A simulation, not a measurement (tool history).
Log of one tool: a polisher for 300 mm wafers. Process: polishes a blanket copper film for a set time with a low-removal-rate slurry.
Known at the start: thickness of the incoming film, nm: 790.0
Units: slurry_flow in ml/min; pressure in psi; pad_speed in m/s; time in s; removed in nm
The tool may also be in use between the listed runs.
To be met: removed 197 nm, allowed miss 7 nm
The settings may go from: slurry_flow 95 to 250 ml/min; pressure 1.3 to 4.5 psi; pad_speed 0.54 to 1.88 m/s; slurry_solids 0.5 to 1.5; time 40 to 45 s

run,hour,slurry_flow,pressure,pad_speed,slurry_solids,time,removed
1,0,160,2.9,1.2,1,45,164.16
2,1.9,165,3,1.2,1,45,170.89
3,4.2,165,3,1.08,1,45,151.49
4,6.6,165,3.1,1.08,1,45,159.14
5,11.7,165,3.1,1.08,1,45,158.67
6,17.8,165,3.1,1.28,1,45,183.72
# hour 22.2: head pressure recalibrated
7,22.2,165,3.2,1.28,1,45,170.65
8,29.8,185,4,1.3,1,45,216.36
9,33,185,3.9,1.3,1,45,213.97
10,38.6,185,3.8,1.3,1,45,208.8

Which of these 5 next moves meets every target?
A,44.2,185,3.9,1.38,0.85,41,?
B,44.2,180,4,1.32,1.05,45,?
C,44.2,195,4.4,1.28,1.2,40,?
D,44.2,175,4,1.34,0.95,44,?
E,44.2,160,4.2,1.46,1.1,40,?

move,removed
A,198.52
B,225.04
C,223.19
D,216.73
E,228.62
A: meets every target
B: further off than the last run
C: further off than the last run
D: further off than the last run
E: further off than the last run
Answer: A

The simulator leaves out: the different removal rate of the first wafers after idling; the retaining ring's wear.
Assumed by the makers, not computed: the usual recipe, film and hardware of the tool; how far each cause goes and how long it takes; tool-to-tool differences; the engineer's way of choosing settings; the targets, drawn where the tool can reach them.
